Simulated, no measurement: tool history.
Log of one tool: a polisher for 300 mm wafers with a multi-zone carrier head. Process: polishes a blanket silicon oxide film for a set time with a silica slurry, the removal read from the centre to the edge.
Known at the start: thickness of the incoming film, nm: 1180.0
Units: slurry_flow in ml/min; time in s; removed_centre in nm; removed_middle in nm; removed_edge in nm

run	day	slurry_flow	centre_zone	middle_zone	edge_zone	slurry_solids	time	removed_centre	removed_middle	removed_edge
1	0	250	1	1	1	1	51	90.506	86.584	88.576
2	0.146	250	1	1	1	1.1	51	94.579	90.793	90.64
3	0.479	250	1	1	1	1.1	60	110.09	107.2	107.61
4	0.542	250	1	1	1	1.1	54	97.801	95.445	96.788
5	0.825	240	0.97	1.03	0.98	1	49	84.033	85.119	83.978
6	0.846	240	0.97	1.03	0.98	1.1	49	87.086	86.867	86.56
7	1.042	240	0.94	1.06	0.95	1	45	74.7	80.003	73.84
8	1.162	235	0.92	1.07	0.94	0.9	42	65.123	72.055	65.612
9	1.467	230	0.9	1.07	0.93	0.85	40	59.354	67.383	62.422
10	1.629	230	0.89	1.08	0.91	0.8	38	54.007	61.919	57.911
11	2	230	0.89	1.08	0.91	0.8	38	53.725	61.434	56.893
12	2.038	230	0.88	1.09	0.89	0.75	37	50.88	58.396	52.624
13	2.296	230	0.88	1.09	0.89	0.75	37	50.84	59.065	53.195
14	2.592	230	0.87	1.09	0.88	0.7	36	47.574	54.823	50.397
15	2.642	230	0.86	1.1	0.87	0.65	36	45.454	53.098	48.477
16	2.988	230	0.85	1.11	0.86	0.6	36	43.383	54.043	46.142
17	3.246	225	0.84	1.1	0.85	0.6	36	42.863	53.538	46.095
18	3.367	200	0.81	1.07	0.81	0.5	33	34.092	41.598	37.103
19	3.396	215	0.81	1.07	0.82	0.5	33	35.051	43.135	38.383
20	3.733	225	0.81	1.07	0.82	0.5	33	34.949	42.964	38.217
21	4.046	240	0.81	1.08	0.83	0.5	33	34.912	44.059	39.09

Forecast run 22:
22	4.304	310	0.88	1.12	0.86	0.55	33	?	?	?

Run 22 gave removed_centre 41.01 nm, removed_middle 49.271 nm, removed_edge 42.207 nm.
